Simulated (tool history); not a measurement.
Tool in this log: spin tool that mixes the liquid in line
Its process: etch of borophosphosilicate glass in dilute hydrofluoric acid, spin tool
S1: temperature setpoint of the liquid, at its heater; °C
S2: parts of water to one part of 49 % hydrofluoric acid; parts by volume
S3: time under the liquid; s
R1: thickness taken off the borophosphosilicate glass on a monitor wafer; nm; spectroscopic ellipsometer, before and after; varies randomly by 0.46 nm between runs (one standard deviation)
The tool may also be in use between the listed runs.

{"run": 1, "hour": 0.0, "S1": 23.0, "S2": 245, "S3": 225, "R1": 54.979}
{"run": 2, "hour": 5.1, "S1": 23.0, "S2": 245, "S3": 225, "R1": 55.195}
{"run": 3, "hour": 8.3, "S1": 25.0, "S2": 215, "S3": 225, "R1": 69.79}
{"run": 4, "hour": 11.7, "S1": 26.5, "S2": 195, "S3": 225, "R1": 82.791}
{"run": 5, "hour": 17.6, "S1": 27.5, "S2": 185, "S3": 225, "R1": 91.485}
{"run": 6, "hour": 26.1, "S1": 28.5, "S2": 175, "S3": 225, "R1": 101.38}
{"run": 7, "hour": 29.4, "S1": 29.0, "S2": 170, "S3": 225, "R1": 107.61}
{"run": 8, "hour": 33.7, "S1": 29.5, "S2": 165, "S3": 225, "R1": 113.13}
{"run": 9, "hour": 38.6, "S1": 30.0, "S2": 165, "S3": 225, "R1": 115.65}

Run 10, settings as shown, results not yet in. Your forecast:
{"run": 10, "hour": 44.3, "S1": 30.5, "S2": 165, "S3": 225, "R1": "?"}

R1: 116.570 nm
